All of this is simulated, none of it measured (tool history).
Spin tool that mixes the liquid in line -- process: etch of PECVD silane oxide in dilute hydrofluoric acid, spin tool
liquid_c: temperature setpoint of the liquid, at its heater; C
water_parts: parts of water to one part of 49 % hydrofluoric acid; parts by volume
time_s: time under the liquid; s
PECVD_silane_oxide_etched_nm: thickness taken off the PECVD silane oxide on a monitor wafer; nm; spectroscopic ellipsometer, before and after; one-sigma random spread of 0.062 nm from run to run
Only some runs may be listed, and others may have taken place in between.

Run 1, hour 0.0: liquid_c 22 C, water_parts 50 parts by volume, time_s 60 s. Result: PECVD_silane_oxide_etched_nm 21.949 nm.
Run 2, hour 2.2: liquid_c 20 C, water_parts 50 parts by volume, time_s 60 s. Result: PECVD_silane_oxide_etched_nm 20.047 nm.
Run 3, hour 3.7: liquid_c 20 C, water_parts 50 parts by volume, time_s 60 s. Result: PECVD_silane_oxide_etched_nm 20.221 nm.
Run 4, hour 10.1: liquid_c 22 C, water_parts 50 parts by volume, time_s 60 s. Result: PECVD_silane_oxide_etched_nm 22.024 nm.
Run 5, hour 13.5: liquid_c 21 C, water_parts 50 parts by volume, time_s 60 s. Result: PECVD_silane_oxide_etched_nm 21.088 nm.
Run 6, hour 15.2: liquid_c 21 C, water_parts 30 parts by volume, time_s 60 s. Result: PECVD_silane_oxide_etched_nm 36.077 nm.
Run 7, hour 23.2: liquid_c 20 C, water_parts 35 parts by volume, time_s 60 s. Result: PECVD_silane_oxide_etched_nm 29.415 nm.
Run 8, hour 32.0: liquid_c 17 C, water_parts 55 parts by volume, time_s 60 s. Result: PECVD_silane_oxide_etched_nm 16.155 nm.

Predict the results of run 9:
Run 9, hour 40.2: liquid_c 17 C, water_parts 55 parts by volume, time_s 55 s. Result: PECVD_silane_oxide_etched_nm ?.

Logged for run 9: PECVD_silane_oxide_etched_nm 14.667 nm.
